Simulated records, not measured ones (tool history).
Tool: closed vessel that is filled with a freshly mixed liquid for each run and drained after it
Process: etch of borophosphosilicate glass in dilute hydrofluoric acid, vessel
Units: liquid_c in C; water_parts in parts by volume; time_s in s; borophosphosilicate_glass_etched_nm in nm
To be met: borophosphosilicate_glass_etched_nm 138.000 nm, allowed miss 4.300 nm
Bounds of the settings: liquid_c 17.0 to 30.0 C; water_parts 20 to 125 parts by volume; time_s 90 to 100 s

| run | day | liquid_c | water_parts | time_s | borophosphosilicate_glass_etched_nm |
|---|---|---|---|---|---|
| 1 | 0.000 | 22.0 | 70 | 90 | 102.750 |
| 2 | 0.229 | 22.0 | 90 | 90 | 76.127 |
| 3 | 0.562 | 22.0 | 110 | 90 | 62.317 |
| 4 | 0.617 | 23.0 | 105 | 90 | 68.193 |
| 5 | 0.900 | 24.0 | 100 | 90 | 74.376 |
| 6 | 0.962 | 27.5 | 100 | 90 | 85.316 |
| 7 | 1.312 | 28.0 | 95 | 90 | 92.849 |
| 8 | 1.492 | 28.5 | 90 | 90 | 98.622 |
| 9 | 1.533 | 28.5 | 85 | 90 | 106.400 |

4 next moves are on the table. One of them brings every result within its allowed miss. Which?
| A | 1.575 | 27.0 | 65 | 100 | ? |
| B | 1.575 | 30.0 | 75 | 95 | ? |
| C | 1.575 | 30.0 | 70 | 95 | ? |
| D | 1.575 | 24.0 | 60 | 100 | ? |

| move | borophosphosilicate_glass_etched_nm |
|---|---|
| A | 151.020 |
| B | 137.400 |
| C | 148.370 |
| D | 146.330 |
A: takes the result that was furthest off past its target
B: meets every target
C: takes the result that was furthest off past its target
D: takes the result that was furthest off past its target
Move B is the one to make.

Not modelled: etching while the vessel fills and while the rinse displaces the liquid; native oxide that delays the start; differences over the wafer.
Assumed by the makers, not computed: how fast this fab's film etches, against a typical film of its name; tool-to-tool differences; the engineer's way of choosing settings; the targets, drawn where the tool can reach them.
